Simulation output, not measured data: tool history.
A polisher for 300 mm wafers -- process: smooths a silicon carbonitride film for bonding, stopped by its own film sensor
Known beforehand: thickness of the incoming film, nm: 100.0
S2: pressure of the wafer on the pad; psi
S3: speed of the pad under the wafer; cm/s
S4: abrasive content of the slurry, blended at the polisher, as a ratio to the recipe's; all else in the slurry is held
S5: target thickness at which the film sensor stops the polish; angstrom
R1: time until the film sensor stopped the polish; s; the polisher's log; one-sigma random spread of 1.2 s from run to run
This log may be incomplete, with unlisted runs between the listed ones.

run 1 day=0.000 | flow_of_slurry_(ml/min)=175 S2=2.3 S3=92 S4=1.00 S5=630 | R1=119.680
run 2 day=0.154 | flow_of_slurry_(ml/min)=175 S2=2.3 S3=92 S4=0.85 S5=630 | R1=130.180
run 3 day=0.333 | flow_of_slurry_(ml/min)=135 S2=2.3 S3=92 S4=0.85 S5=630 | R1=131.940
run 4 day=0.704 | flow_of_slurry_(ml/min)=135 S2=2.7 S3=96 S4=0.85 S5=630 | R1=106.850
run 5 day=0.792 | flow_of_slurry_(ml/min)=135 S2=3.0 S3=98 S4=0.85 S5=630 | R1=99.913
run 6 day=0.962 | flow_of_slurry_(ml/min)=135 S2=3.0 S3=86 S4=0.85 S5=630 | R1=108.680

For run 7, what comes out?
run 7 day=1.300 | flow_of_slurry_(ml/min)=135 S2=3.2 S3=94 S4=0.85 S5=630 | R1=?

Run 7 measured R1 94.579 s.
